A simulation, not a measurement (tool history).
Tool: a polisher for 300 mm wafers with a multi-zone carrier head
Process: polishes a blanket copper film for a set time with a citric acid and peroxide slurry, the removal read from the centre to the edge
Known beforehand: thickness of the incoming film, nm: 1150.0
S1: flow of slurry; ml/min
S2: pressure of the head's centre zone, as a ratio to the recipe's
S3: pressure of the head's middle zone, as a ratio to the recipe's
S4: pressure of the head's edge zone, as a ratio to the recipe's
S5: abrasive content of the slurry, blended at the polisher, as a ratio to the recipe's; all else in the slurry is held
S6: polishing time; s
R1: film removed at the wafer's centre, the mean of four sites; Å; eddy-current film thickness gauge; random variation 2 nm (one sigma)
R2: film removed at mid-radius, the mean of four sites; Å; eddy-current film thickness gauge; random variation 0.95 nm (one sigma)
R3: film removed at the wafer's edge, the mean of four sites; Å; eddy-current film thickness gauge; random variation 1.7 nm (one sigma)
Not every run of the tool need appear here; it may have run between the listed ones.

| run | hour | S1 | S2 | S3 | S4 | S5 | S6 | R1 | R2 | R3 |
|---|---|---|---|---|---|---|---|---|---|---|
| 1 | 0 | 245 | 1 | 1 | 1 | 1 | 81 | 1827.1 | 1848.1 | 1874 |
| 2 | 8.4 | 245 | 0.94 | 1 | 1 | 1 | 81 | 1734.6 | 1826.6 | 1850 |
| 3 | 16.7 | 255 | 1.01 | 0.97 | 0.94 | 0.85 | 78 | 1727.3 | 1652.1 | 1697.2 |
| 4 | 22.6 | 255 | 1.05 | 0.97 | 0.9 | 0.75 | 77 | 1703 | 1595.1 | 1581.1 |
| 5 | 31.4 | 255 | 1.05 | 1.02 | 0.9 | 0.75 | 77 | 1712.6 | 1635.1 | 1571.3 |
| 6 | 34.1 | 255 | 1.05 | 1.07 | 0.9 | 0.75 | 77 | 1706.5 | 1696.6 | 1576.8 |

Predict the results of run 7:
| 7 | 39.2 | 245 | 1.08 | 1.02 | 0.87 | 0.7 | 77 | ? | ? | ? |

Run 7 measured R1 1713.1 Å, R2 1630.8 Å, R3 1511.7 Å.
